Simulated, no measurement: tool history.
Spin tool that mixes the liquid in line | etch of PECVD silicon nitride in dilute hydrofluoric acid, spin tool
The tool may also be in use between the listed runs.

run  hour  temperature setpoint of the liquid (°C)  parts of water to one part of 49 % hydrofluoric acid (parts by volume)  time under the liquid (s)  thickness taken off the PECVD silicon nitride on a monitor wafer (angstrom)
  1     0                                       20                                                                     150                        295                                                                       25.892
  2   2.9                                       20                                                                     150                        315                                                                       28.489
  3   4.5                                       20                                                                     150                        295                                                                       26.205
  4   8.9                                     19.5                                                                     160                        295                                                                       24.531
  5  11.7                                       19                                                                     175                        295                                                                       21.612
  6  14.9                                     18.5                                                                     185                        295                                                                       19.293
  7  18.3                                       18                                                                     190                        295                                                                       18.082

The next listed run, before its measurement:
  8  23.4                                       18                                                                     190                        295                                                                            ?

thickness taken off the PECVD silicon nitride on a monitor wafer (angstrom): 18.411

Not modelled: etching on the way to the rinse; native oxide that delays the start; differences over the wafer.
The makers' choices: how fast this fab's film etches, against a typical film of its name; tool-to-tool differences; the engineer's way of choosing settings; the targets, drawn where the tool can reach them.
